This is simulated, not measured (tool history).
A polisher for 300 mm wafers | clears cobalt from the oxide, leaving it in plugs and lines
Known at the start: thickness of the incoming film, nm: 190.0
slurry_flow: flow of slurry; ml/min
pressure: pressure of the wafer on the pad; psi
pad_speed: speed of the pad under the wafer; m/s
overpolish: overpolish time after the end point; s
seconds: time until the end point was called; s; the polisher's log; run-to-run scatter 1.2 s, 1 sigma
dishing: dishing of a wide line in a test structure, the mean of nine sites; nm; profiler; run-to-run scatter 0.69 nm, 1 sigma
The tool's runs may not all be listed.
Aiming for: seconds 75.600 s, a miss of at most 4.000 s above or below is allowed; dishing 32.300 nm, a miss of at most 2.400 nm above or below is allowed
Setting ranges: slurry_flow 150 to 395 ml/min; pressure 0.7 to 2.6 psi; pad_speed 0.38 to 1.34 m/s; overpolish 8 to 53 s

run 1 hour=0.0 | slurry_flow=250 pressure=1.6 pad_speed=0.86 overpolish=27 | seconds=58.906 dishing=41.771
run 2 hour=2.4 | slurry_flow=250 pressure=1.6 pad_speed=0.86 overpolish=18 | seconds=58.556 dishing=32.892
run 3 hour=4.0 | slurry_flow=250 pressure=1.6 pad_speed=1.00 overpolish=18 | seconds=50.245 dishing=35.399
run 4 hour=5.0 | slurry_flow=210 pressure=1.6 pad_speed=1.00 overpolish=18 | seconds=51.351 dishing=34.591
run 5 hour=11.8 | slurry_flow=210 pressure=1.3 pad_speed=1.00 overpolish=18 | seconds=60.454 dishing=31.769
-- hour=13.1 worn pad replaced by a new one
run 6 hour=13.1 | slurry_flow=260 pressure=1.3 pad_speed=1.00 overpolish=18 | seconds=53.571 dishing=35.694
run 7 hour=17.8 | slurry_flow=235 pressure=1.1 pad_speed=1.00 overpolish=20 | seconds=60.626 dishing=33.814
run 8 hour=22.0 | slurry_flow=240 pressure=0.7 pad_speed=0.98 overpolish=25 | seconds=82.604 dishing=32.239

Consider the 4 candidate settings below. Which is the only one whose results all fall within their allowed miss of target?
run A hour=26.2 | slurry_flow=320 pressure=0.8 pad_speed=1.02 overpolish=31 | seconds=? dishing=?
run B hour=26.2 | slurry_flow=220 pressure=0.7 pad_speed=1.04 overpolish=22 | seconds=? dishing=?
run C hour=26.2 | slurry_flow=255 pressure=0.7 pad_speed=0.86 overpolish=24 | seconds=? dishing=?
run D hour=26.2 | slurry_flow=185 pressure=0.7 pad_speed=0.94 overpolish=24 | seconds=? dishing=?

move=A seconds=69.683 dishing=41.756
move=B seconds=76.850 dishing=32.824
move=C seconds=90.751 dishing=31.284
move=D seconds=87.063 dishing=32.093
A: the result that was furthest off in the last run now lies on the other side of its target
B: hits every target within its allowed miss
C: its largest miss is bigger than the last run's
D: its largest miss is bigger than the last run's
B meets every target.
